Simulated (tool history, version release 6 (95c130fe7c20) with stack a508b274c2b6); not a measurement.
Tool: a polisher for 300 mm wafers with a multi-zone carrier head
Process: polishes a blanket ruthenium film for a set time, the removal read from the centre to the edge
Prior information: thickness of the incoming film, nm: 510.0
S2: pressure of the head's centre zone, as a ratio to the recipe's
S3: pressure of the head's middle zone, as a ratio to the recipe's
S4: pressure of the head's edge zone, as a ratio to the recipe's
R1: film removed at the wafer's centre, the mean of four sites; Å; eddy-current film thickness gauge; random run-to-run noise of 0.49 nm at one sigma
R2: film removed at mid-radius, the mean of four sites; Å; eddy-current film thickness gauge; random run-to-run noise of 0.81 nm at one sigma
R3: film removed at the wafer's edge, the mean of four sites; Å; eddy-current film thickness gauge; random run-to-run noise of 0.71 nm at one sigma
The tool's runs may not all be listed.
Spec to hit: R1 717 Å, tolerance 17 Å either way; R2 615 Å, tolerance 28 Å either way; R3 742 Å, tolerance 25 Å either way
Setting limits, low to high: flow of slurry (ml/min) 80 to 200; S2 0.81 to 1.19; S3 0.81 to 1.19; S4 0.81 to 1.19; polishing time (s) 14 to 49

{"run": 1, "day": 0.0, "flow of slurry (ml/min)": 130, "S2": 1, "S3": 1, "S4": 1, "polishing time (s)": 31, "R1": 513.3, "R2": 517.07, "R3": 516.79}
{"run": 2, "day": 0.375, "flow of slurry (ml/min)": 140, "S2": 1.02, "S3": 0.96, "S4": 1.06, "polishing time (s)": 33, "R1": 565.68, "R2": 532.85, "R3": 574.33}
{"run": 3, "day": 0.504, "flow of slurry (ml/min)": 140, "S2": 1.02, "S3": 0.96, "S4": 1.06, "polishing time (s)": 27, "R1": 461.08, "R2": 436.35, "R3": 466.83}
{"run": 4, "day": 0.55, "flow of slurry (ml/min)": 145, "S2": 1.03, "S3": 0.95, "S4": 1.1, "polishing time (s)": 31, "R1": 529.07, "R2": 499.1, "R3": 556.18}
{"run": 5, "day": 0.742, "flow of slurry (ml/min)": 155, "S2": 1.06, "S3": 0.94, "S4": 1.13, "polishing time (s)": 33, "R1": 585.27, "R2": 529.34, "R3": 604.49}
{"run": 6, "day": 1.012, "flow of slurry (ml/min)": 155, "S2": 1.06, "S3": 0.94, "S4": 1.06, "polishing time (s)": 33, "R1": 576.58, "R2": 529.83, "R3": 583.23}
{"run": 7, "day": 1.108, "flow of slurry (ml/min)": 160, "S2": 1.08, "S3": 0.93, "S4": 1.1, "polishing time (s)": 35, "R1": 628.9, "R2": 560.94, "R3": 636.48}
{"run": 8, "day": 1.446, "flow of slurry (ml/min)": 165, "S2": 1.09, "S3": 0.93, "S4": 1.13, "polishing time (s)": 36, "R1": 661.68, "R2": 561.03, "R3": 661.12}
{"run": 9, "day": 1.554, "flow of slurry (ml/min)": 180, "S2": 1.05, "S3": 0.95, "S4": 1.18, "polishing time (s)": 39, "R1": 702.4, "R2": 638.25, "R3": 732.48}

Which one of the following 4 next-run settings gets every result inside its allowed miss? There is exactly one.
{"run": "A", "day": 1.662, "flow of slurry (ml/min)": 185, "S2": 1.09, "S3": 1.04, "S4": 1.06, "polishing time (s)": 40, "R1": "?", "R2": "?", "R3": "?"}
{"run": "B", "day": 1.662, "flow of slurry (ml/min)": 200, "S2": 1.05, "S3": 0.97, "S4": 1.14, "polishing time (s)": 40, "R1": "?", "R2": "?", "R3": "?"}
{"run": "C", "day": 1.662, "flow of slurry (ml/min)": 155, "S2": 1.11, "S3": 0.93, "S4": 1.19, "polishing time (s)": 39, "R1": "?", "R2": "?", "R3": "?"}
{"run": "D", "day": 1.662, "flow of slurry (ml/min)": 195, "S2": 1.07, "S3": 1.05, "S4": 1.08, "polishing time (s)": 40, "R1": "?", "R2": "?", "R3": "?"}

move=A R1=748.87 R2=717.99 R3=723.74
move=B R1=733.72 R2=683.28 R3=756.67
move=C R1=722.49 R2=623.18 R3=737.96
move=D R1=742.95 R2=728.46 R3=733.78
A: takes the result that was furthest off past its target
B: brings the last run's worst result on target, with another outside its allowed miss
C: every result lands within tolerance
D: takes the result that was furthest off past its target
Answer: C

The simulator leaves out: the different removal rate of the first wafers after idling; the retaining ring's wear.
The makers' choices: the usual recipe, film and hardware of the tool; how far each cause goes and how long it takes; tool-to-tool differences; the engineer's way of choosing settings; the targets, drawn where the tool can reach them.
